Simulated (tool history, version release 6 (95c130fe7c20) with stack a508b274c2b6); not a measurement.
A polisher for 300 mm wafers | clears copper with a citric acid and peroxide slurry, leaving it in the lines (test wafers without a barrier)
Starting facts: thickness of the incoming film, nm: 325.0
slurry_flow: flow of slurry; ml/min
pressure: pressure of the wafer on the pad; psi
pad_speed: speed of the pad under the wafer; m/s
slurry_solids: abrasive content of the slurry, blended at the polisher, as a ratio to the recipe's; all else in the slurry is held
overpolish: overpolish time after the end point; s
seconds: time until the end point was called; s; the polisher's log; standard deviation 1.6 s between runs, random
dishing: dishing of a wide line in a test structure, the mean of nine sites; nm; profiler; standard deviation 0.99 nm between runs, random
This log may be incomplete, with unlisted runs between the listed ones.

run 1 hour=0.0 | slurry_flow=200 pressure=3.3 pad_speed=1.02 slurry_solids=1.0 overpolish=23 | seconds=105.390 dishing=43.516
run 2 hour=5.3 | slurry_flow=175 pressure=3.3 pad_speed=1.02 slurry_solids=1.0 overpolish=23 | seconds=105.900 dishing=44.133
run 3 hour=11.4 | slurry_flow=175 pressure=3.0 pad_speed=1.02 slurry_solids=1.0 overpolish=26 | seconds=117.170 dishing=45.194
run 4 hour=15.5 | slurry_flow=175 pressure=3.5 pad_speed=1.02 slurry_solids=1.0 overpolish=26 | seconds=98.746 dishing=48.967
run 5 hour=19.3 | slurry_flow=175 pressure=3.5 pad_speed=0.80 slurry_solids=1.0 overpolish=26 | seconds=119.110 dishing=44.344
run 6 hour=22.0 | slurry_flow=175 pressure=3.3 pad_speed=0.80 slurry_solids=1.0 overpolish=28 | seconds=128.700 dishing=44.286
run 7 hour=29.3 | slurry_flow=175 pressure=3.1 pad_speed=0.80 slurry_solids=1.0 overpolish=30 | seconds=135.760 dishing=44.887
run 8 hour=37.3 | slurry_flow=175 pressure=2.9 pad_speed=0.80 slurry_solids=1.0 overpolish=31 | seconds=143.090 dishing=44.307
run 9 hour=39.6 | slurry_flow=175 pressure=2.8 pad_speed=0.80 slurry_solids=1.0 overpolish=32 | seconds=147.880 dishing=43.530

Run 10, settings as shown, results not yet in. Your forecast:
run 10 hour=46.1 | slurry_flow=175 pressure=2.7 pad_speed=0.80 slurry_solids=1.0 overpolish=33 | seconds=? dishing=?

{"run 10": {"seconds": 155.38, "dishing": 41.906}}

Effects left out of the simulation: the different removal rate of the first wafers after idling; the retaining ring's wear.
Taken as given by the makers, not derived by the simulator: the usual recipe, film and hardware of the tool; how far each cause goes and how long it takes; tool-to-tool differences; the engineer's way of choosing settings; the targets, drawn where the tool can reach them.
